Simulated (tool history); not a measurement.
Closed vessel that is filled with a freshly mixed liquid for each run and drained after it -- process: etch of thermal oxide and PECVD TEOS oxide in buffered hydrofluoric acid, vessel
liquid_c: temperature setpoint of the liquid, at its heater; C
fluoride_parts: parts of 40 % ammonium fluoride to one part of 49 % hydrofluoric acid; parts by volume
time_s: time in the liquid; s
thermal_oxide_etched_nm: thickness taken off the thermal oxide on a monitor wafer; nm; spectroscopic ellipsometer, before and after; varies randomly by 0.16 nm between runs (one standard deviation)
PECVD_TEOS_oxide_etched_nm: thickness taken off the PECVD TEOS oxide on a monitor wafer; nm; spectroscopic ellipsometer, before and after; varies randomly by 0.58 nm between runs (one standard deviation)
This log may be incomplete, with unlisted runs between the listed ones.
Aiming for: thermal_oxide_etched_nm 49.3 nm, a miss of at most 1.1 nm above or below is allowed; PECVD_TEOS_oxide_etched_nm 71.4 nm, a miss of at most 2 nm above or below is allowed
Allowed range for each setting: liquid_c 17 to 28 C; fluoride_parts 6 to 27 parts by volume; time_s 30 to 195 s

run  hour  liquid_c  fluoride_parts  time_s  thermal_oxide_etched_nm  PECVD_TEOS_oxide_etched_nm
  1     0        20            16.5     100                   61.128                      89.191
  2   6.6      18.5            16.5     100                   56.248                      81.043
  3    14      18.5            16.5      65                   36.367                      52.704
  4  18.5      18.5              20      65                   30.151                       43.59
  5  20.4      18.5              20      90                   41.721                      59.895
  6  22.3      19.5              20      90                    44.36                      64.999
  7  28.4        20            19.5      90                   46.612                        66.8
  8  37.7      20.5            19.5      90                   48.026                      70.144

Of the 4 settings listed for the next run, only one would bring every result within its allowed miss of target. Which one?
  A    47        21            22.5      95                        ?                           ?
  B    47        22            19.5      80                        ?                           ?
  C    47      24.5              21      75                        ?                           ?
  D    47      19.5              17      85                        ?                           ?

move  thermal_oxide_etched_nm  PECVD_TEOS_oxide_etched_nm
   A                   46.964                      68.166
   B                   46.496                      67.487
   C                   47.172                      68.468
   D                   49.194                      71.403
A: its largest miss is bigger than the last run's
B: its largest miss is bigger than the last run's
C: its largest miss is bigger than the last run's
D: in spec on every target
The right move is D.

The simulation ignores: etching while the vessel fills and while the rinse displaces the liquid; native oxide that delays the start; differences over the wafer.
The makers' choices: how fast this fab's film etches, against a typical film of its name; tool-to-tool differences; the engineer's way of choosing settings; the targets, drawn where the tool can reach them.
